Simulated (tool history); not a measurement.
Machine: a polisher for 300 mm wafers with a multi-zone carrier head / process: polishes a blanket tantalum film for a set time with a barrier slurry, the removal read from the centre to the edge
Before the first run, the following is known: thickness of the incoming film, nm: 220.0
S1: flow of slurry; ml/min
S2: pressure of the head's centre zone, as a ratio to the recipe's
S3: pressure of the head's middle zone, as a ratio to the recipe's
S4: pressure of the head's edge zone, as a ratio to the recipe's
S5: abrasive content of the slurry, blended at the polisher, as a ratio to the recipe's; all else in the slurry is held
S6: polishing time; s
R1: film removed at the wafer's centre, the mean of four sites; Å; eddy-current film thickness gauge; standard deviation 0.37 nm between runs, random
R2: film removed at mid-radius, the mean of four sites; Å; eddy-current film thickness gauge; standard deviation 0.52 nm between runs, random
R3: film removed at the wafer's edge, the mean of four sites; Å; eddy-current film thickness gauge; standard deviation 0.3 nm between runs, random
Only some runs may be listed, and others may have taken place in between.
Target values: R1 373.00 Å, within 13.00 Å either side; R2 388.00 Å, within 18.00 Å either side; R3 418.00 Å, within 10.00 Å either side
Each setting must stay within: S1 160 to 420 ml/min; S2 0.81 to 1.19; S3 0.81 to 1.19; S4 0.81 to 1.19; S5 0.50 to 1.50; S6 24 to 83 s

run 1 day=0.000 | S1=270 S2=1.00 S3=1.00 S4=1.00 S5=1.00 S6=53 | R1=640.89 R2=636.75 R3=664.02
run 2 day=0.254 | S1=270 S2=1.00 S3=1.00 S4=1.00 S5=1.00 S6=60 | R1=721.87 R2=712.62 R3=733.02
run 3 day=0.625 | S1=265 S2=0.98 S3=0.98 S4=0.97 S5=0.90 S6=56 | R1=655.55 R2=666.39 R3=664.50
run 4 day=0.821 | S1=265 S2=0.98 S3=0.90 S4=0.97 S5=0.90 S6=56 | R1=649.19 R2=642.66 R3=667.16
run 5 day=0.858 | S1=260 S2=0.97 S3=0.89 S4=0.98 S5=0.80 S6=51 | R1=567.95 R2=562.60 R3=603.97
run 6 day=0.925 | S1=260 S2=0.97 S3=0.89 S4=0.98 S5=0.80 S6=64 | R1=729.79 R2=677.67 R3=753.94
run 7 day=1.221 | S1=250 S2=0.96 S3=0.88 S4=0.98 S5=0.75 S6=58 | R1=646.23 R2=629.25 R3=677.32
run 8 day=1.517 | S1=250 S2=0.96 S3=0.87 S4=0.98 S5=0.70 S6=53 | R1=587.23 R2=544.61 R3=604.23
run 9 day=1.808 | S1=250 S2=0.96 S3=0.87 S4=0.98 S5=0.70 S6=53 | R1=583.98 R2=554.18 R3=613.44
run 10 day=2.117 | S1=250 S2=0.96 S3=0.87 S4=0.98 S5=0.70 S6=53 | R1=582.68 R2=569.10 R3=604.89
run 11 day=2.242 | S1=250 S2=0.95 S3=0.86 S4=0.99 S5=0.65 S6=49 | R1=522.95 R2=495.80 R3=555.05
run 12 day=2.329 | S1=250 S2=0.93 S3=0.86 S4=0.98 S5=0.60 S6=47 | R1=499.95 R2=483.59 R3=530.52
run 13 day=2.400 | S1=250 S2=0.91 S3=0.86 S4=0.98 S5=0.60 S6=45 | R1=467.30 R2=451.39 R3=509.36
run 14 day=2.662 | S1=250 S2=0.89 S3=0.87 S4=0.96 S5=0.60 S6=44 | R1=459.95 R2=443.91 R3=493.10
run 15 day=3.008 | S1=250 S2=0.87 S3=0.89 S4=0.96 S5=0.60 S6=43 | R1=431.28 R2=442.05 R3=476.32
run 16 day=3.129 | S1=215 S2=0.81 S3=0.83 S4=0.86 S5=0.50 S6=40 | R1=378.74 R2=380.12 R3=401.90
run 17 day=3.288 | S1=215 S2=0.81 S3=0.83 S4=0.86 S5=0.50 S6=40 | R1=378.02 R2=378.70 R3=405.31

Exercise: of the 5 proposed moves below, exactly one satisfies all targets within the stated allowed misses. Which move is it?
run A day=3.446 | S1=225 S2=0.84 S3=0.81 S4=0.91 S5=0.55 S6=41 | R1=? R2=? R3=?
run B day=3.446 | S1=160 S2=0.81 S3=0.85 S4=0.88 S5=0.50 S6=41 | R1=? R2=? R3=?
run C day=3.446 | S1=205 S2=0.98 S3=0.81 S4=0.88 S5=0.50 S6=38 | R1=? R2=? R3=?
run D day=3.446 | S1=295 S2=0.97 S3=0.81 S4=1.02 S5=0.50 S6=37 | R1=? R2=? R3=?
run E day=3.446 | S1=160 S2=0.86 S3=0.81 S4=0.90 S5=0.75 S6=40 | R1=? R2=? R3=?

move=A R1=400.93 R2=386.22 R3=434.03
move=B R1=377.48 R2=382.47 R3=413.28
move=C R1=393.90 R2=350.17 R3=388.31
move=D R1=392.22 R2=349.56 R3=413.02
move=E R1=405.47 R2=387.05 R3=435.47
A: moves the result that the last run missed by most past its target, out the other side
B: in spec on every target
C: lands further from the targets than the last run did
D: the worst result of the last run now meets its target, but another is out of spec
E: moves the result that the last run missed by most past its target, out the other side
B is the move that brings every result within its allowed miss.
